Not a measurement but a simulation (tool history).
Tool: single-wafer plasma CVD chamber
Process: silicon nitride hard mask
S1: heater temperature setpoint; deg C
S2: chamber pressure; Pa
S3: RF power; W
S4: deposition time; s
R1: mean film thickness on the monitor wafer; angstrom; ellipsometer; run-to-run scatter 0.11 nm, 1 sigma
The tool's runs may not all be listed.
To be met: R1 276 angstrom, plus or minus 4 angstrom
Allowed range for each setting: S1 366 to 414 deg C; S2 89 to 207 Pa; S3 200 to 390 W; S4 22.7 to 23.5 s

run,hour,S1,S2,S3,S4,R1
1,0,390,148,295,22.7,222.64
2,1.6,390,148,295,23.5,232.7
3,6.1,390,165,305,23.5,247.17
4,14.4,390,177,310,23.5,256.85
5,16.7,390,187,310,23.5,263.04
6,20,390,193,310,23.5,265.03
7,27.4,390,197,310,23.5,267.14
8,35.3,390,200,310,23.5,267.31

Which of these 5 next moves meets every target?
A,43.2,392,188,295,22.8,?
B,43.2,386,205,345,23.1,?
C,43.2,389,207,325,23.3,?
D,43.2,387,207,340,23.3,?
E,43.2,387,193,310,23.5,?

move,R1
A,244.73
B,281.31
C,274.36
D,281.91
E,262.96
A: misses by more than the last run did
B: moves the result that the last run missed by most past its target, out the other side
C: each result inside its tolerance
D: moves the result that the last run missed by most past its target, out the other side
E: misses by more than the last run did
Go with C: it meets all targets.
